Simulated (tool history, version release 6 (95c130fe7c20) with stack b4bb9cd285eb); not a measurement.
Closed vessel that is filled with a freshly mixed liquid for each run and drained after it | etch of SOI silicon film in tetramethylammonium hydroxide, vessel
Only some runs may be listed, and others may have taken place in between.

run  hour  temperature setpoint of the liquid (°C)  concentration of hydroxide in the mixed liquid (% by weight)  time in the liquid (s)  thickness taken off the SOI silicon film on a monitor wafer (Å)
  1   0.0                                     58.0                                                          12.0                      85                                                           2373.1
  2   4.4                                     58.0                                                          10.0                      85                                                           2496.4
  3   8.4                                     60.5                                                          10.0                      85                                                           2950.7
  4  10.6                                     62.5                                                          10.0                      85                                                           3323.5
  5  14.7                                     62.5                                                          11.5                      85                                                           3158.4
  6  16.1                                     64.0                                                          11.5                      85                                                           3452.6
  7  23.2                                     65.0                                                          11.5                      85                                                           3704.0
  8  29.9                                     65.5                                                          11.5                      85                                                           3779.2

For run 9, what comes out?
  9  33.6                                     66.0                                                          11.5                      85                                                                ?

Run 9 measured thickness taken off the SOI silicon film on a monitor wafer (Å) 3983.6.
